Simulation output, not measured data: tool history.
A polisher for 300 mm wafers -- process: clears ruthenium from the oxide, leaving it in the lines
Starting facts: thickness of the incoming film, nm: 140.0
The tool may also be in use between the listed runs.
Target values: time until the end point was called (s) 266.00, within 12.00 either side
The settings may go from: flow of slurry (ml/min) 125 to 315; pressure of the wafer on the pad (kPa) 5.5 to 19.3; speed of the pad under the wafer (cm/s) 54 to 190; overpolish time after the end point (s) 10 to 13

| run | day | flow of slurry (ml/min) | pressure of the wafer on the pad (kPa) | speed of the pad under the wafer (cm/s) | overpolish time after the end point (s) | time until the end point was called (s) |
|---|---|---|---|---|---|---|
| 1 | 0.000 | 205 | 12.4 | 122 | 13 | 130.96 |
| 2 | 0.050 | 205 | 10.3 | 118 | 13 | 162.03 |
| 3 | 0.079 | 165 | 10.3 | 118 | 13 | 168.66 |
| 4 | 0.221 | 165 | 9.0 | 116 | 13 | 195.81 |
| 5 | 0.333 | 165 | 8.3 | 116 | 13 | 212.64 |
| 6 | 0.650 | 125 | 8.3 | 116 | 13 | 227.51 |
| 7 | 0.792 | 125 | 7.6 | 116 | 13 | 241.97 |
| 8 | 1.012 | 125 | 6.2 | 114 | 13 | 295.75 |
| 9 | 1.150 | 130 | 6.2 | 114 | 13 | 294.26 |
| 10 | 1.225 | 135 | 6.2 | 114 | 13 | 286.48 |
| 11 | 1.250 | 140 | 6.2 | 114 | 13 | 296.55 |
| 12 | 1.558 | 140 | 7.6 | 116 | 13 | 239.07 |

Pick the move, out of 4, that brings all results within their allowed miss; only one does.
| A | 1.867 | 195 | 7.6 | 134 | 10 | ? |
| B | 1.867 | 130 | 6.9 | 114 | 10 | ? |
| C | 1.867 | 125 | 8.3 | 110 | 13 | ? |
| D | 1.867 | 175 | 7.6 | 114 | 13 | ? |

| move | time until the end point was called (s) |
|---|---|
| A | 192.83 |
| B | 267.08 |
| C | 234.72 |
| D | 229.54 |
A: the biggest miss grows against the last run
B: every result lands within tolerance
C: the biggest miss grows against the last run
D: the biggest miss grows against the last run
B is the move that brings every result within its allowed miss.
